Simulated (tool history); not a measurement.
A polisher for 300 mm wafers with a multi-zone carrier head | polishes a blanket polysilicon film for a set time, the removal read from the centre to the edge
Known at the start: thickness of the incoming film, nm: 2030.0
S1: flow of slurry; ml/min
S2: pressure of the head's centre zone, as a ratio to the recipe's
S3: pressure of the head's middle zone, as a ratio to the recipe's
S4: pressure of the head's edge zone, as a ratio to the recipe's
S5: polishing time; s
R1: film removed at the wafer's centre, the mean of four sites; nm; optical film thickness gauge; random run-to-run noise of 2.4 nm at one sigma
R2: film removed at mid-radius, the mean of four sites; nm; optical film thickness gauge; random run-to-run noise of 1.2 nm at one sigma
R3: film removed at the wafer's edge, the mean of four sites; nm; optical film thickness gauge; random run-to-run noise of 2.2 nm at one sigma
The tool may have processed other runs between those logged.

run,day,S1,S2,S3,S4,S5,R1,R2,R3
1,0.000,135,1.00,1.00,1.00,30,257.05,250.74,250.46
2,0.229,130,0.97,0.97,1.00,29,235.95,236.48,236.83
3,0.388,130,0.93,0.97,1.00,29,224.27,234.97,239.60
4,0.621,130,0.93,0.97,0.92,29,230.52,236.23,236.01
5,0.854,125,0.92,0.94,0.93,28,212.76,218.80,225.05
6,0.896,120,0.91,0.92,0.93,27,206.78,206.02,222.12
7,1.150,115,0.90,0.91,0.93,26,192.15,196.04,208.03
8,1.283,110,0.89,0.89,0.93,26,193.80,193.71,205.16
9,1.421,115,0.88,0.88,0.95,25,187.29,187.34,203.65
10,1.512,110,0.87,0.87,0.96,25,179.44,181.04,206.75
11,1.850,105,0.86,0.87,0.95,25,178.21,182.19,199.30
12,2.038,105,0.85,0.86,0.96,25,173.87,179.03,200.21
13,2.138,100,0.84,0.85,0.96,25,170.16,175.59,199.80
14,2.242,95,0.84,0.85,0.96,25,175.09,175.88,197.97
15,2.588,95,0.83,0.85,0.96,25,170.62,176.40,198.35

Run 16 has not been measured yet. What should we expect?
16,2.908,95,0.83,0.84,0.96,25,?,?,?

R1: 162.72 nm
R2: 173.65 nm
R3: 194.73 nm

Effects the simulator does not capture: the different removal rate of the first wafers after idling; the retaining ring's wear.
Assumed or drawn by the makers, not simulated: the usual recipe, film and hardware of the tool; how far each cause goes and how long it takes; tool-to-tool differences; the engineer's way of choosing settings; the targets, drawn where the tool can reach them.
